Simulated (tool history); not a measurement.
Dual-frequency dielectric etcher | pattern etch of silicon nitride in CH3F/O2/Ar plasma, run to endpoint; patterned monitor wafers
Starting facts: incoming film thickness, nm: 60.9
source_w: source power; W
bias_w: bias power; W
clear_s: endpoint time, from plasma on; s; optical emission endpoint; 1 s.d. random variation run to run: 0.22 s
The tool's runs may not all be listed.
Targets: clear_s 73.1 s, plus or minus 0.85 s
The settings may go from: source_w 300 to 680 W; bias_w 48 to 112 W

| run | hour | source_w | bias_w | clear_s |
|---|---|---|---|---|
| 1 | 0 | 490 | 80 | 78.495 |
| 2 | 2.5 | 460 | 80 | 79.797 |
| 3 | 5.9 | 480 | 80 | 78.913 |
| 4 | 13.7 | 480 | 85 | 77.274 |
| 5 | 17.7 | 480 | 96 | 74.314 |
| 6 | 21.8 | 450 | 96 | 76.182 |
| 7 | 24.2 | 460 | 96 | 74.698 |
| 8 | 30.4 | 480 | 96 | 73.766 |

Of the 5 settings listed for the next run, only one would bring every result within its allowed miss of target. Which one?
| A | 36.6 | 500 | 89 | ? |
| B | 36.6 | 480 | 93 | ? |
| C | 36.6 | 500 | 94 | ? |
| D | 36.6 | 470 | 95 | ? |
| E | 36.6 | 510 | 87 | ? |

| move | clear_s |
|---|---|
| A | 74.303 |
| B | 74.359 |
| C | 72.931 |
| D | 74.417 |
| E | 74.304 |
A: its largest miss is bigger than the last run's
B: its largest miss is bigger than the last run's
C: all results in spec
D: its largest miss is bigger than the last run's
E: its largest miss is bigger than the last run's
Go with C: it meets all targets.
